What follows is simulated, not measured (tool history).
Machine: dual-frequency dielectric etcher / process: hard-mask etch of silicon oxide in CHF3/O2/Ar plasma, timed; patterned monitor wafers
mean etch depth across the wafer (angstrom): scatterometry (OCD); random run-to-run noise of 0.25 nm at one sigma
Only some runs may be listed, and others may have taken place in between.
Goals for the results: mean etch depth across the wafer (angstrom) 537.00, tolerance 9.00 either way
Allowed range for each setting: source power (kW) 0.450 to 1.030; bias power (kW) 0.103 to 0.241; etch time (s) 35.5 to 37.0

run    day  source power (kW)  bias power (kW)  etch time (s)  mean etch depth across the wafer (angstrom)
  1  0.000              0.740            0.172           35.5                                       803.87
  2  0.262              0.740            0.152           35.5                                       744.72
  3  0.462              0.810            0.152           35.5                                       783.30
  4  0.746              0.690            0.152           35.5                                       726.64
  5  1.100              0.690            0.141           35.5                                       699.49
  6  1.242              0.770            0.141           35.5                                       733.87
  7  1.471              0.730            0.136           35.5                                       697.64
     1.783  -- wet clean of the chamber
  8  1.783              0.690            0.132           35.5                                       640.52
  9  1.942              0.660            0.132           35.5                                       625.67
 10  1.962              0.640            0.132           35.5                                       609.54
 11  2.167              0.640            0.132           35.5                                       618.53

Which of these 4 next moves meets every target?
  A  2.371              0.710            0.139           35.5                                            ?
  B  2.371              0.620            0.115           36.5                                            ?
  C  2.371              0.610            0.111           35.5                                            ?
  D  2.371              0.590            0.131           35.5                                            ?

move  mean etch depth across the wafer (angstrom)
   A                                       668.05
   B                                       574.90
   C                                       542.27
   D                                       590.76
A: misses by more than the last run did
B: nearer the targets than the last run, but a result is still out of spec
C: hits every target within its allowed miss
D: nearer the targets than the last run, but a result is still out of spec
Move C is the one to make.

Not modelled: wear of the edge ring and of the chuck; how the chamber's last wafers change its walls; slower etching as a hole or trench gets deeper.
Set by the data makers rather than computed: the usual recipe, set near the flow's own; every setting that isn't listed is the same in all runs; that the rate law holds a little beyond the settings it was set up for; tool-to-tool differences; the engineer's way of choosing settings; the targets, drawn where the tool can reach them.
